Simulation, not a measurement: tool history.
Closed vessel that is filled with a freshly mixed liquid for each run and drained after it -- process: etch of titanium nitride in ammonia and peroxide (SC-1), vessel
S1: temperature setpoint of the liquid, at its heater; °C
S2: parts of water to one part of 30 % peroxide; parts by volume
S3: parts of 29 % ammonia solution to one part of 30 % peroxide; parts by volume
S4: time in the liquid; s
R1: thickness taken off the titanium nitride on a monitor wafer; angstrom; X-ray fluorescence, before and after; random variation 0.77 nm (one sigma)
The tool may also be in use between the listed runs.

run 1 day=0.000 | S1=58.0 S2=17.0 S3=0.9 S4=1440 | R1=697.54
run 2 day=0.329 | S1=61.0 S2=17.0 S3=0.9 S4=1440 | R1=853.52
run 3 day=0.621 | S1=63.0 S2=17.0 S3=0.9 S4=1440 | R1=980.41
run 4 day=0.754 | S1=64.5 S2=17.0 S3=0.9 S4=1440 | R1=1078.20
run 5 day=0.888 | S1=67.0 S2=17.0 S3=0.9 S4=1440 | R1=1256.60
run 6 day=1.021 | S1=67.0 S2=17.0 S3=0.9 S4=1440 | R1=1254.50

Forecast run 7:
run 7 day=1.179 | S1=67.5 S2=17.0 S3=0.9 S4=1440 | R1=?

For run 7 the tool returned R1 1293.40 angstrom.

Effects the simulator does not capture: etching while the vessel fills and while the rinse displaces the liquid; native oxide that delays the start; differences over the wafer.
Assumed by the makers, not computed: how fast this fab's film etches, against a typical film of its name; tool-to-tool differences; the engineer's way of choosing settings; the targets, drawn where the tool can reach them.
